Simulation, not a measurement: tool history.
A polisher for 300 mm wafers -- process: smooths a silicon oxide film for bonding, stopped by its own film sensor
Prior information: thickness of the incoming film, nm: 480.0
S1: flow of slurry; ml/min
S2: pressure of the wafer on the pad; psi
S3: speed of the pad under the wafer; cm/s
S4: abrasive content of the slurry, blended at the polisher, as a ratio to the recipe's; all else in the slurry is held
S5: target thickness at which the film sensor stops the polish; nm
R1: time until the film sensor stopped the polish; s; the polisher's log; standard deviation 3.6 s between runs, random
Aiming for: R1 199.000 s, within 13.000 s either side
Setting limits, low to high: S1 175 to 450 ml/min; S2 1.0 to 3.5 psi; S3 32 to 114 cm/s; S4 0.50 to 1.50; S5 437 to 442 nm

run 1 hour=0.0 | S1=290 S2=2.2 S3=72 S4=1.00 S5=437 | R1=87.631
run 2 hour=2.1 | S1=290 S2=1.9 S3=66 S4=1.00 S5=437 | R1=104.590
run 3 hour=10.8 | S1=290 S2=1.9 S3=82 S4=1.00 S5=437 | R1=91.019
run 4 hour=12.2 | S1=285 S2=1.6 S3=72 S4=0.95 S5=437 | R1=121.780
run 5 hour=17.7 | S1=285 S2=1.6 S3=72 S4=0.75 S5=437 | R1=127.230
run 6 hour=18.9 | S1=285 S2=1.6 S3=88 S4=0.75 S5=437 | R1=114.180
run 7 hour=25.6 | S1=280 S2=1.4 S3=82 S4=0.70 S5=437 | R1=143.760
run 8 hour=27.5 | S1=280 S2=1.0 S3=72 S4=0.65 S5=437 | R1=216.690

5 candidate next runs follow, results not yet known. Just one meets every target within its allowed miss. Identify it.
run A hour=29.4 | S1=340 S2=1.2 S3=52 S4=0.80 S5=441 | R1=?
run B hour=29.4 | S1=205 S2=1.0 S3=58 S4=0.70 S5=439 | R1=?
run C hour=29.4 | S1=200 S2=1.1 S3=92 S4=0.70 S5=442 | R1=?
run D hour=29.4 | S1=305 S2=1.1 S3=48 S4=0.50 S5=439 | R1=?
run E hour=29.4 | S1=240 S2=1.1 S3=72 S4=0.55 S5=439 | R1=?

move=A R1=174.830
move=B R1=228.770
move=C R1=152.130
move=D R1=246.640
move=E R1=200.100
A: takes the result that was furthest off past its target
B: moves away from the targets compared with the last run
C: takes the result that was furthest off past its target
D: moves away from the targets compared with the last run
E: meets every target
Move E is the one to make.

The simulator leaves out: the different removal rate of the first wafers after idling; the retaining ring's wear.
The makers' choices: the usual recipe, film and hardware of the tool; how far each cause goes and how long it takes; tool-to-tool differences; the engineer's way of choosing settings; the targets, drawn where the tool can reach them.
